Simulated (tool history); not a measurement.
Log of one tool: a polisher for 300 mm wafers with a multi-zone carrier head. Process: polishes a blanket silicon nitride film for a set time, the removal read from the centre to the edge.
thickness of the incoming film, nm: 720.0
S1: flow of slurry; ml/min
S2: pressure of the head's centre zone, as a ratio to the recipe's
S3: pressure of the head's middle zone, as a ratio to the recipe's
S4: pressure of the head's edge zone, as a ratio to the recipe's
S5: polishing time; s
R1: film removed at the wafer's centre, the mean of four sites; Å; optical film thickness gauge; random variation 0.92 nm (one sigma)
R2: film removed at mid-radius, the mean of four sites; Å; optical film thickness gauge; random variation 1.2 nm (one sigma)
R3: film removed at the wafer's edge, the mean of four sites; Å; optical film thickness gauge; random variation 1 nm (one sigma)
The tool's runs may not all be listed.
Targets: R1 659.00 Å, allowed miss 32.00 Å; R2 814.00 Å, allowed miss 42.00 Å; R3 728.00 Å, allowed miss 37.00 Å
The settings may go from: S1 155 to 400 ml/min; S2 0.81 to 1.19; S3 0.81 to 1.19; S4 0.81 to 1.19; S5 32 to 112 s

run,hour,S1,S2,S3,S4,S5,R1,R2,R3
1,0.0,255,1.00,1.00,1.00,72,1276.50,1200.40,1251.80
2,5.9,305,1.00,1.00,1.00,72,1269.50,1278.70,1257.00
3,12.7,305,1.00,1.00,1.04,72,1239.80,1257.60,1266.70
4,21.3,305,0.93,1.00,1.04,72,1228.10,1280.00,1263.40
5,22.8,315,0.90,1.02,1.06,61,960.49,1067.10,1091.30
6,24.6,330,0.90,1.04,1.01,55,897.61,990.13,950.50
7,32.0,335,0.88,1.06,1.01,51,801.73,968.17,898.63
8,36.7,320,0.85,1.02,0.91,39,578.81,672.31,667.44
# hour 39.1: slurry nozzle cleaned
9,39.1,325,0.86,1.04,0.93,39,609.28,721.29,677.43
10,40.1,325,0.86,1.05,0.95,39,620.26,745.86,676.37
11,44.8,330,0.86,1.05,0.96,39,625.82,732.58,675.44
12,52.5,330,0.85,1.06,0.97,40,608.61,757.04,696.76
13,59.6,340,0.89,1.10,0.98,43,699.52,833.14,739.96
14,65.9,335,0.88,1.10,0.98,43,691.47,831.13,748.89
15,72.6,335,0.88,1.10,0.97,43,690.67,858.03,742.08

5 next moves are on the table. One of them brings every result within its allowed miss. Which?
A,79.3,365,0.86,1.12,0.95,41,?,?,?
B,79.3,270,0.94,1.10,0.94,44,?,?,?
C,79.3,330,0.88,1.16,0.95,43,?,?,?
D,79.3,385,0.85,1.19,0.91,43,?,?,?
E,79.3,345,0.81,1.15,0.85,45,?,?,?

move,R1,R2,R3
A,661.52,830.10,719.59
B,751.13,850.94,751.41
C,703.33,889.25,749.11
D,689.26,921.39,742.74
E,679.97,927.90,750.59
A: meets every target
B: brings the result that was furthest off to its target, and leaves another outside
C: further off than the last run
D: further off than the last run
E: further off than the last run
Answer: A
